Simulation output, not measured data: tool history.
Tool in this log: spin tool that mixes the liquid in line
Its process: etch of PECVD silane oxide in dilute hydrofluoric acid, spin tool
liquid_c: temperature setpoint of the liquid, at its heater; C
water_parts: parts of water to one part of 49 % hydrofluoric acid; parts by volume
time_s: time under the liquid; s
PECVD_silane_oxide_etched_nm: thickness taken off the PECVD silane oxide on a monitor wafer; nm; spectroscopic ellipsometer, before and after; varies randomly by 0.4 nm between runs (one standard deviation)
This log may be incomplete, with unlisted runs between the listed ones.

Run 1, day 0: liquid_c 22 C, water_parts 165 parts by volume, time_s 185 s. Result: PECVD_silane_oxide_etched_nm 33.983 nm.
Run 2, day 0.371: liquid_c 24 C, water_parts 165 parts by volume, time_s 185 s. Result: PECVD_silane_oxide_etched_nm 36.688 nm.
Run 3, day 0.604: liquid_c 25 C, water_parts 150 parts by volume, time_s 185 s. Result: PECVD_silane_oxide_etched_nm 42.443 nm.
Run 4, day 0.912: liquid_c 25 C, water_parts 150 parts by volume, time_s 200 s. Result: PECVD_silane_oxide_etched_nm 46.071 nm.
Run 5, day 1.1: liquid_c 26 C, water_parts 140 parts by volume, time_s 200 s. Result: PECVD_silane_oxide_etched_nm 51.463 nm.
Run 6, day 1.146: liquid_c 26.5 C, water_parts 130 parts by volume, time_s 200 s. Result: PECVD_silane_oxide_etched_nm 57.65 nm.
Run 7, day 1.433: liquid_c 27 C, water_parts 125 parts by volume, time_s 200 s. Result: PECVD_silane_oxide_etched_nm 61.152 nm.
Run 8, day 1.662: liquid_c 30 C, water_parts 110 parts by volume, time_s 200 s. Result: PECVD_silane_oxide_etched_nm 79.354 nm.

Forecast run 9:
Run 9, day 1.704: liquid_c 29.5 C, water_parts 110 parts by volume, time_s 200 s. Result: PECVD_silane_oxide_etched_nm ?.

PECVD_silane_oxide_etched_nm: 78.761 nm

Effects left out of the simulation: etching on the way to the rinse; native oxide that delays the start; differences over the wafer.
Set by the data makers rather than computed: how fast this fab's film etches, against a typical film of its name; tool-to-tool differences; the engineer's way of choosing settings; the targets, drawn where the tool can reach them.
